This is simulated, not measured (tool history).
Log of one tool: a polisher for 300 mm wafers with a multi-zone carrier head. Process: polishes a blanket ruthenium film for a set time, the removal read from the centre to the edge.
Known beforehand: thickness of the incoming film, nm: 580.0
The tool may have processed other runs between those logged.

| run | day | flow of slurry (ml/min) | pressure of the head's centre zone | pressure of the head's middle zone | pressure of the head's edge zone | polishing time (s) | film removed at the wafer's centre (Å) | film removed at mid-radius (Å) | film removed at the wafer's edge (Å) |
|---|---|---|---|---|---|---|---|---|---|
| 1 | 0.000 | 135 | 1.00 | 1.00 | 1.00 | 62 | 584.25 | 585.84 | 610.61 |
| 2 | 0.058 | 165 | 1.00 | 1.00 | 1.00 | 62 | 627.22 | 606.94 | 637.07 |
| 3 | 0.162 | 165 | 1.00 | 1.00 | 0.94 | 62 | 635.72 | 608.85 | 595.25 |
| 4 | 0.346 | 165 | 1.00 | 1.00 | 0.94 | 74 | 746.94 | 719.35 | 697.81 |
| 5 | 0.688 | 165 | 1.00 | 1.00 | 0.88 | 74 | 738.58 | 733.53 | 705.88 |
| 6 | 0.808 | 190 | 1.00 | 1.00 | 0.88 | 74 | 764.21 | 748.60 | 706.37 |
| 7 | 0.858 | 185 | 0.98 | 0.98 | 0.87 | 73 | 746.54 | 729.84 | 667.69 |
| 8 | 1.033 | 175 | 0.96 | 0.97 | 0.90 | 72 | 710.53 | 690.68 | 689.57 |
| 9 | 1.388 | 170 | 0.95 | 0.96 | 0.89 | 71 | 700.48 | 673.42 | 668.62 |
|  | 1.758 | worn pad replaced by a new one |
| 10 | 1.758 | 165 | 0.93 | 0.96 | 0.89 | 70 | 748.51 | 745.59 | 727.20 |

What does the tool deliver on the next run?
| 11 | 1.783 | 155 | 0.94 | 0.97 | 0.91 | 68 | ? | ? | ? |

film removed at the wafer's centre (Å): 696.86
film removed at mid-radius (Å): 719.82
film removed at the wafer's edge (Å): 713.44

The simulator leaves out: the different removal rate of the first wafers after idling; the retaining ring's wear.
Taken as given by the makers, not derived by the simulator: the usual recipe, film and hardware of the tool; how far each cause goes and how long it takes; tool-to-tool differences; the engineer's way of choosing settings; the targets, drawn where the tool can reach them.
